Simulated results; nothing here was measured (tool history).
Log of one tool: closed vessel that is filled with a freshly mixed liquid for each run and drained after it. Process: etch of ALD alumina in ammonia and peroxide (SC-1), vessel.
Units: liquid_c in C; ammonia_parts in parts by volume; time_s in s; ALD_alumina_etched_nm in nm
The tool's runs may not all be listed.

run  hour  liquid_c  ammonia_parts  time_s  ALD_alumina_etched_nm
  1     0        51           0.95     685                 43.171
  2   1.5        51            0.7     685                 42.343
  3   2.9      47.5            0.7     685                 34.808
  4  10.3      47.5           0.85     685                 35.667
  5  16.1        45           0.85     685                 30.903
  6  18.5      43.5           0.85     685                 28.775
  7  20.5        42           0.85     685                 25.832
  8  26.4        42           0.85     685                 26.043
  9  27.9      41.5           0.85     685                 25.228

Run 10 comes next. What will it give?
 10  35.8        41           0.85     685                      ?

Run 10 gave ALD_alumina_etched_nm 24.345 nm.
